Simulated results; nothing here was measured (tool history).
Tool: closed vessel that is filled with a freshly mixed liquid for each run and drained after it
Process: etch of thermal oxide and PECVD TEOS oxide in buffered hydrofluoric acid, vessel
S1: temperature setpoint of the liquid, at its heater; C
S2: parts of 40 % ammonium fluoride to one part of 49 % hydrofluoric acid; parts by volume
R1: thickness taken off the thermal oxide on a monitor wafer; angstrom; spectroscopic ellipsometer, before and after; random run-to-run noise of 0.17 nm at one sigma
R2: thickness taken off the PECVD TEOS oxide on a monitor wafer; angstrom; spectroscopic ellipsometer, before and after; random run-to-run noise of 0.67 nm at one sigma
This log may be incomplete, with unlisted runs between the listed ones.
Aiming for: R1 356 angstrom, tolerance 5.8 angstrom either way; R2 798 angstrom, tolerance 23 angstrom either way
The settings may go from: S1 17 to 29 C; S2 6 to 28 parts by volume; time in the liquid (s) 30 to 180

run 1 hour=0 | S1=21 S2=17 time_in_the_liquid_(s)=90 | R1=484.32 R2=1091.2
run 2 hour=0.8 | S1=21 S2=17 time_in_the_liquid_(s)=110 | R1=594.23 R2=1344.5
run 3 hour=7 | S1=21 S2=13.5 time_in_the_liquid_(s)=110 | R1=743.69 R2=1652.5
run 4 hour=10.5 | S1=20.5 S2=14.5 time_in_the_liquid_(s)=110 | R1=670.7 R2=1514.7
run 5 hour=14.3 | S1=20 S2=15.5 time_in_the_liquid_(s)=110 | R1=610.18 R2=1383.2
run 6 hour=16.9 | S1=19.5 S2=16 time_in_the_liquid_(s)=110 | R1=576.79 R2=1308.2
run 7 hour=21 | S1=19 S2=16.5 time_in_the_liquid_(s)=110 | R1=547.38 R2=1229.3
run 8 hour=23.6 | S1=19 S2=17 time_in_the_liquid_(s)=110 | R1=528.22 R2=1192.4
run 9 hour=29.6 | S1=19 S2=17.5 time_in_the_liquid_(s)=110 | R1=517.11 R2=1151.8
run 10 hour=30.7 | S1=19 S2=18 time_in_the_liquid_(s)=110 | R1=501.78 R2=1131.8
run 11 hour=39.6 | S1=19 S2=18.5 time_in_the_liquid_(s)=110 | R1=488.94 R2=1092.8
run 12 hour=41.7 | S1=19 S2=19 time_in_the_liquid_(s)=110 | R1=474.87 R2=1069.7
run 13 hour=47.6 | S1=19 S2=19.5 time_in_the_liquid_(s)=110 | R1=461.69 R2=1028.5
run 14 hour=55.3 | S1=19 S2=20 time_in_the_liquid_(s)=110 | R1=453.6 R2=1013.3
run 15 hour=56.8 | S1=19 S2=20.5 time_in_the_liquid_(s)=110 | R1=447.25 R2=1004
run 16 hour=60.8 | S1=18 S2=21.5 time_in_the_liquid_(s)=110 | R1=404.6 R2=912.52
run 17 hour=65.7 | S1=17.5 S2=22.5 time_in_the_liquid_(s)=110 | R1=381.7 R2=855.7
run 18 hour=68.7 | S1=17 S2=23 time_in_the_liquid_(s)=110 | R1=368.19 R2=816.43

4 next moves are on the table. One of them brings every result within its allowed miss. Which?
run A hour=71.7 | S1=17.5 S2=20.5 time_in_the_liquid_(s)=105 | R1=? R2=?
run B hour=71.7 | S1=22 S2=26.5 time_in_the_liquid_(s)=95 | R1=? R2=?
run C hour=71.7 | S1=17.5 S2=24 time_in_the_liquid_(s)=115 | R1=? R2=?
run D hour=71.7 | S1=18.5 S2=23.5 time_in_the_liquid_(s)=100 | R1=? R2=?

move=A R1=386.63 R2=862.47
move=B R1=377.49 R2=842.08
move=C R1=379.73 R2=847.07
move=D R1=354.68 R2=791.2
A: further off than the last run
B: further off than the last run
C: further off than the last run
D: in spec on every target
Correct choice: D, which meets every target
